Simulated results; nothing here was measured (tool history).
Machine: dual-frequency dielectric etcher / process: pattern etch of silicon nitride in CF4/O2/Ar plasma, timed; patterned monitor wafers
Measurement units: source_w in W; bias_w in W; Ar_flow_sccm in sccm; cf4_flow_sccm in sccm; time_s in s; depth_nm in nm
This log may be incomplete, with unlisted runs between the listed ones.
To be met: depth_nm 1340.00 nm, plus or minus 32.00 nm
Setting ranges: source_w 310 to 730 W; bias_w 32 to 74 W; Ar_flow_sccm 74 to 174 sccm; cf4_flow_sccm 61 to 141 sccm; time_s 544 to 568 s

run,hour,source_w,bias_w,Ar_flow_sccm,cf4_flow_sccm,time_s,depth_nm
1,0.0,520,53,124,101,544,1038.50
2,8.6,520,47,124,101,544,982.44
3,17.5,520,47,111,101,544,992.96
4,22.6,520,47,111,101,568,1017.60
5,30.4,520,56,111,101,568,1140.60
6,34.7,540,56,111,101,568,1169.80
7,36.9,550,56,111,101,568,1178.90
8,43.5,570,56,111,101,568,1232.80
9,49.2,580,56,111,101,568,1246.90
10,55.3,590,56,111,101,568,1265.90
11,63.8,600,56,111,101,568,1281.80
12,71.1,610,56,111,101,568,1300.90

Which single option among these 4 for the next run brings every result within its allowed miss of target? Just one does.
A,78.4,580,65,117,108,555,?
B,78.4,650,60,104,104,558,?
C,78.4,570,64,116,88,568,?
D,78.4,620,53,94,95,557,?

move,depth_nm
A,1332.40
B,1416.20
C,1282.40
D,1260.30
A: in spec on every target
B: pushes the last run's worst result past its target
C: misses by more than the last run did
D: misses by more than the last run did
A meets every target.

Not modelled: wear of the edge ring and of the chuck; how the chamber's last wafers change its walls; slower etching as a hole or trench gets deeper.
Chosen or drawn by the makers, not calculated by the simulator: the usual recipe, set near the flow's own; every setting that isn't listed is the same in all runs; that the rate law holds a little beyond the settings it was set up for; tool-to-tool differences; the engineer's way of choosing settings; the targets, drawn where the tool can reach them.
